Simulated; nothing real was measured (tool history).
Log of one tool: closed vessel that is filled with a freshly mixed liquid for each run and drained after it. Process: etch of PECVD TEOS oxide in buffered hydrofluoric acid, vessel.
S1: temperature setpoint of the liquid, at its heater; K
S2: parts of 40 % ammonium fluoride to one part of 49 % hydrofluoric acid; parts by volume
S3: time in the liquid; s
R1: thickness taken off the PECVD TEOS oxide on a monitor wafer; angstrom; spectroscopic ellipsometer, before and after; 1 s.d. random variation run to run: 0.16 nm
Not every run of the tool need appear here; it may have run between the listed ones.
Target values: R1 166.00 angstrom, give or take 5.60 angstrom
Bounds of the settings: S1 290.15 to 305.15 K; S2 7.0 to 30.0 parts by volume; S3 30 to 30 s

{"run": 1, "hour": 0.0, "S1": 297.15, "S2": 19.0, "S3": 30, "R1": 215.33}
{"run": 2, "hour": 3.9, "S1": 296.65, "S2": 19.0, "S3": 30, "R1": 208.95}
{"run": 3, "hour": 9.7, "S1": 299.15, "S2": 19.0, "S3": 30, "R1": 238.95}
{"run": 4, "hour": 13.7, "S1": 298.15, "S2": 19.0, "S3": 30, "R1": 228.52}
{"run": 5, "hour": 19.1, "S1": 297.15, "S2": 19.0, "S3": 30, "R1": 215.86}
{"run": 6, "hour": 20.1, "S1": 296.65, "S2": 19.0, "S3": 30, "R1": 209.64}
{"run": 7, "hour": 23.8, "S1": 296.15, "S2": 19.0, "S3": 30, "R1": 202.14}
{"run": 8, "hour": 28.2, "S1": 292.15, "S2": 19.5, "S3": 30, "R1": 157.63}

Exercise: of the 4 proposed moves below, exactly one satisfies all targets within the stated allowed misses. Which move is it?
{"run": "A", "hour": 32.6, "S1": 291.65, "S2": 20.0, "S3": 30, "R1": "?"}
{"run": "B", "hour": 32.6, "S1": 292.15, "S2": 18.5, "S3": 30, "R1": "?"}
{"run": "C", "hour": 32.6, "S1": 293.15, "S2": 23.5, "S3": 30, "R1": "?"}
{"run": "D", "hour": 32.6, "S1": 292.15, "S2": 17.5, "S3": 30, "R1": "?"}

move=A R1=150.06
move=B R1=166.74
move=C R1=146.12
move=D R1=176.14
A: lands further from the targets than the last run did
B: in spec on every target
C: lands further from the targets than the last run did
D: carries the result that was furthest off beyond its target, to the other side
Correct choice: B, which meets every target
